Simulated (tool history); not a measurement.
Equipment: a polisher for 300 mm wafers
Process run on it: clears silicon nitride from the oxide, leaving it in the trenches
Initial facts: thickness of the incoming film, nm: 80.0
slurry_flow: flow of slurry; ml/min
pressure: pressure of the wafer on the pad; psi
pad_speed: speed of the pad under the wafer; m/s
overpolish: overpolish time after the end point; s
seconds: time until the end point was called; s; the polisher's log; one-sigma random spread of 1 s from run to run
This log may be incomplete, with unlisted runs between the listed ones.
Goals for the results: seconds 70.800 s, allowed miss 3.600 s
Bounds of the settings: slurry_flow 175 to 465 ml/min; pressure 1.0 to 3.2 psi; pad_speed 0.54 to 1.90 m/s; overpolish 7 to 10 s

run  hour  slurry_flow  pressure  pad_speed  overpolish  seconds
  1   0.0          295       2.1       1.22          10  112.810
  2   1.5          295       2.4       1.24          10  100.780
  3   3.0          295       2.4       1.24          10  102.080
  4   7.9          295       2.0       1.24          10  114.950
  5  12.6          295       2.0       1.46          10  103.170
  6  18.5          295       1.6       1.46          10  120.000
     22.0  -- head pressure recalibrated
  7  22.0          295       2.0       1.50          10   93.022
  8  26.0          295       2.2       1.50          10   85.144
  9  33.2          295       2.3       1.50          10   78.900
 10  38.6          295       2.4       1.50          10   77.568

Exercise: of the 4 proposed moves below, exactly one satisfies all targets within the stated allowed misses. Which move is it?
  A  44.0          285       2.5       1.60           9        ?
  B  44.0          380       2.6       1.30           7        ?
  C  44.0          295       2.4       1.36           7        ?
  D  44.0          250       2.5       1.40          10        ?

move  seconds
   A   71.345
   B   80.884
   C   84.703
   D   81.214
A: all results land within tolerance of their targets
B: the biggest miss grows against the last run
C: the biggest miss grows against the last run
D: the biggest miss grows against the last run
Answer: A

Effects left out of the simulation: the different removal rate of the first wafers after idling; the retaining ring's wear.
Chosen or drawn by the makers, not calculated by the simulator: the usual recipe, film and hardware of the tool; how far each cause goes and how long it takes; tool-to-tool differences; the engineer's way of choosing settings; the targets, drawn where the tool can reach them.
